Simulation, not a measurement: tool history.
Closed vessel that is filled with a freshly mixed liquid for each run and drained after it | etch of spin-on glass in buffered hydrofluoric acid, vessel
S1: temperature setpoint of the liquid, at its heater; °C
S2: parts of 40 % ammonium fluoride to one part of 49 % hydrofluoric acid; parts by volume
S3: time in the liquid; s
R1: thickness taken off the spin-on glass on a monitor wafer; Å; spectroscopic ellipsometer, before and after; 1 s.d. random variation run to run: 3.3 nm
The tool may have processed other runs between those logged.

run	hour	S1	S2	S3	R1
1	0	22	10	85	3316.2
2	5.3	22.5	10	85	3413.2
3	8.2	19	10	85	2856
4	8.9	19	8.5	85	3229
5	12.1	20	8.5	85	3364.2
6	15.9	20	8.5	95	3792.4

Expected results for the next run?
# hour 20.6: thermometer replaced
7	20.6	20.5	8.5	95	?

R1: 3608.9 Å

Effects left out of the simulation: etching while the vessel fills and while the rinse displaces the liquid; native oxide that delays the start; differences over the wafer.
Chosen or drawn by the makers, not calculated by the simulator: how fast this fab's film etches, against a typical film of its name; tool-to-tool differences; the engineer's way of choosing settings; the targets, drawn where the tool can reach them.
